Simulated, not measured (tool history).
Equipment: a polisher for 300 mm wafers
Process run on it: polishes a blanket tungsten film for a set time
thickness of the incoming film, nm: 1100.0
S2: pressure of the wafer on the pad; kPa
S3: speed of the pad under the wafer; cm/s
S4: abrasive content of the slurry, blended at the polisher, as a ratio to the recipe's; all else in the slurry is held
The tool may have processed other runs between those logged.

{"run": 1, "hour": 0.0, "flow of slurry (ml/min)": 150, "S2": 17.9, "S3": 132, "S4": 1.0, "polishing time (s)": 18, "film removed (Å)": 664.06}
{"run": 2, "hour": 3.5, "flow of slurry (ml/min)": 150, "S2": 16.5, "S3": 132, "S4": 1.0, "polishing time (s)": 18, "film removed (Å)": 604.38}
{"run": 3, "hour": 9.3, "flow of slurry (ml/min)": 150, "S2": 15.9, "S3": 132, "S4": 1.0, "polishing time (s)": 18, "film removed (Å)": 564.94}
{"run": 4, "hour": 12.2, "flow of slurry (ml/min)": 150, "S2": 15.2, "S3": 132, "S4": 1.0, "polishing time (s)": 18, "film removed (Å)": 551.68}
{"run": 5, "hour": 17.2, "flow of slurry (ml/min)": 150, "S2": 15.2, "S3": 132, "S4": 1.0, "polishing time (s)": 18, "film removed (Å)": 564.71}
{"run": 6, "hour": 17.7, "flow of slurry (ml/min)": 150, "S2": 14.5, "S3": 132, "S4": 1.0, "polishing time (s)": 18, "film removed (Å)": 534.0}
{"run": 7, "hour": 21.2, "flow of slurry (ml/min)": 150, "S2": 13.8, "S3": 132, "S4": 1.0, "polishing time (s)": 18, "film removed (Å)": 508.91}

For run 8, what comes out?
{"run": 8, "hour": 25.3, "flow of slurry (ml/min)": 150, "S2": 13.1, "S3": 132, "S4": 1.0, "polishing time (s)": 18, "film removed (Å)": "?"}

film removed (Å): 471.14
